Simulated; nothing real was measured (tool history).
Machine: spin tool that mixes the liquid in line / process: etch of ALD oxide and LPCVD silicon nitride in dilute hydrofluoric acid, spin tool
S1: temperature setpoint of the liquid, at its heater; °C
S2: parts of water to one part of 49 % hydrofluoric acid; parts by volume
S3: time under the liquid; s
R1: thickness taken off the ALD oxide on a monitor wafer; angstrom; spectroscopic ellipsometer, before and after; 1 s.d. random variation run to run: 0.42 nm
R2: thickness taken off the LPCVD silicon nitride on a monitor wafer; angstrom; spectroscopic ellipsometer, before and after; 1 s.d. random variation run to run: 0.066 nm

run 1 day=0.000 | S1=21.0 S2=150 S3=140 | R1=192.75 R2=3.4553
run 2 day=0.288 | S1=21.0 S2=130 S3=140 | R1=232.46 R2=4.2973
run 3 day=0.388 | S1=21.0 S2=85 S3=140 | R1=370.21 R2=7.6365
run 4 day=0.704 | S1=22.0 S2=85 S3=140 | R1=382.92 R2=7.3477
run 5 day=0.942 | S1=22.0 S2=85 S3=160 | R1=441.75 R2=8.1928
run 6 day=1.250 | S1=22.0 S2=40 S3=160 | R1=987.20 R2=17.2550
run 7 day=1.312 | S1=21.0 S2=45 S3=160 | R1=827.82 R2=15.7040
run 8 day=1.512 | S1=21.5 S2=50 S3=160 | R1=764.97 R2=13.2830
run 9 day=1.700 | S1=21.0 S2=55 S3=160 | R1=672.87 R2=12.9140
run 10 day=1.958 | S1=20.5 S2=55 S3=160 | R1=673.51 R2=12.7080
run 11 day=2.217 | S1=17.0 S2=80 S3=160 | R1=377.26 R2=6.3474
run 12 day=2.371 | S1=17.5 S2=80 S3=160 | R1=388.07 R2=7.1857

Run 13, settings as shown, results not yet in. Your forecast:
run 13 day=2.583 | S1=18.0 S2=80 S3=160 | R1=? R2=?

{"run 13": {"R1": 397.97, "R2": 6.2064}}

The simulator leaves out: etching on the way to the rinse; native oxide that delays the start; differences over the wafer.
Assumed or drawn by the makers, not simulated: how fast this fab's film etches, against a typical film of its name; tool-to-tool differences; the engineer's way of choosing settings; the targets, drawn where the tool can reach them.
